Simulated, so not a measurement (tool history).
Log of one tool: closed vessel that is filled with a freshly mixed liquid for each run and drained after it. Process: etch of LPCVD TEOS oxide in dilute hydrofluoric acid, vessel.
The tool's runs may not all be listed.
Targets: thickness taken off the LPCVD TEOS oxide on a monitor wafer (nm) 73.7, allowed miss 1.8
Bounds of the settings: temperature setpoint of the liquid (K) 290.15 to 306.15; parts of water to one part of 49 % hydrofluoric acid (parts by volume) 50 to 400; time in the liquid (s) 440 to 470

| run | hour | temperature setpoint of the liquid (K) | parts of water to one part of 49 % hydrofluoric acid (parts by volume) | time in the liquid (s) | thickness taken off the LPCVD TEOS oxide on a monitor wafer (nm) |
|---|---|---|---|---|---|
| 1 | 0 | 298.15 | 225 | 440 | 59.783 |
| 2 | 4.1 | 298.15 | 275 | 440 | 46.721 |
| 3 | 12.2 | 298.15 | 275 | 470 | 49.602 |
| 4 | 16.8 | 299.65 | 270 | 470 | 54.091 |
| 5 | 20.2 | 299.65 | 220 | 470 | 69.685 |
| 6 | 28.9 | 299.65 | 185 | 470 | 86.171 |
| 7 | 31.2 | 298.65 | 185 | 470 | 83.299 |
| 8 | 39.5 | 298.15 | 185 | 470 | 81.245 |

Which of these 5 next moves meets every target?
| A | 47.8 | 296.65 | 190 | 440 | ? |
| B | 47.8 | 298.15 | 200 | 440 | ? |
| C | 47.8 | 299.65 | 215 | 455 | ? |
| D | 47.8 | 300.15 | 180 | 470 | ? |
| E | 47.8 | 296.15 | 190 | 470 | ? |

| move | thickness taken off the LPCVD TEOS oxide on a monitor wafer (nm) |
|---|---|
| A | 69.881 |
| B | 69.415 |
| C | 69.322 |
| D | 90.649 |
| E | 73.259 |
A: takes the result that was furthest off past its target
B: takes the result that was furthest off past its target
C: takes the result that was furthest off past its target
D: further off than the last run
E: meets every target
Move E is the one to make.

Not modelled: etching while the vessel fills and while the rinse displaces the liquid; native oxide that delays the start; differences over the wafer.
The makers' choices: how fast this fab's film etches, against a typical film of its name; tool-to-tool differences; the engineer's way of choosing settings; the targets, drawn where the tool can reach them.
